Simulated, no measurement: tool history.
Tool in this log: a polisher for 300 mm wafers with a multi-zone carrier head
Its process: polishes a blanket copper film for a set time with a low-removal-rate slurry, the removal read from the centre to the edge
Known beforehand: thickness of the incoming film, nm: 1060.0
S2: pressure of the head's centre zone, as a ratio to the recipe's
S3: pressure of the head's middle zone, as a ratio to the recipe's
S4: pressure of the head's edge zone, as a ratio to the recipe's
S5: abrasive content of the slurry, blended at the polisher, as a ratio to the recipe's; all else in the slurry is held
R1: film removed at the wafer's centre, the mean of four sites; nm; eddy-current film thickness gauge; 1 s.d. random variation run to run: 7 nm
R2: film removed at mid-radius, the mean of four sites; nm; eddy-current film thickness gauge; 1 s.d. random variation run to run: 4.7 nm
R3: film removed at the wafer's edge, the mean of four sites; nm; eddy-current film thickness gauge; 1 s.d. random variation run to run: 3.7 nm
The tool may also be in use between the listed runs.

run 1 day=0.000 | flow_of_slurry_(ml/min)=235 S2=1.00 S3=1.00 S4=1.00 S5=1.00 polishing_time_(s)=87 | R1=366.40 R2=415.10 R3=383.79
run 2 day=0.325 | flow_of_slurry_(ml/min)=240 S2=1.03 S3=1.01 S4=1.02 S5=1.05 polishing_time_(s)=87 | R1=393.36 R2=426.91 R3=395.74
run 3 day=0.483 | flow_of_slurry_(ml/min)=240 S2=1.00 S3=1.01 S4=1.02 S5=1.05 polishing_time_(s)=87 | R1=381.36 R2=419.81 R3=396.26
run 4 day=0.542 | flow_of_slurry_(ml/min)=240 S2=0.96 S3=1.01 S4=1.02 S5=1.05 polishing_time_(s)=87 | R1=354.92 R2=419.48 R3=389.98
run 5 day=0.846 | flow_of_slurry_(ml/min)=240 S2=0.96 S3=0.96 S4=1.02 S5=1.05 polishing_time_(s)=87 | R1=363.86 R2=398.15 R3=395.47
run 6 day=1.146 | flow_of_slurry_(ml/min)=245 S2=0.99 S3=0.98 S4=1.03 S5=1.10 polishing_time_(s)=87 | R1=364.37 R2=426.51 R3=400.54
run 7 day=1.300 | flow_of_slurry_(ml/min)=245 S2=1.02 S3=0.98 S4=1.04 S5=1.10 polishing_time_(s)=88 | R1=395.23 R2=425.63 R3=413.16
run 8 day=1.592 | flow_of_slurry_(ml/min)=250 S2=1.04 S3=0.99 S4=1.05 S5=1.10 polishing_time_(s)=88 | R1=398.44 R2=423.98 R3=414.95

Expected results for the next run?
run 9 day=1.762 | flow_of_slurry_(ml/min)=250 S2=1.06 S3=1.00 S4=1.05 S5=1.15 polishing_time_(s)=88 | R1=? R2=? R3=?

Run 9 gave R1 410.05 nm, R2 439.36 nm, R3 411.68 nm.

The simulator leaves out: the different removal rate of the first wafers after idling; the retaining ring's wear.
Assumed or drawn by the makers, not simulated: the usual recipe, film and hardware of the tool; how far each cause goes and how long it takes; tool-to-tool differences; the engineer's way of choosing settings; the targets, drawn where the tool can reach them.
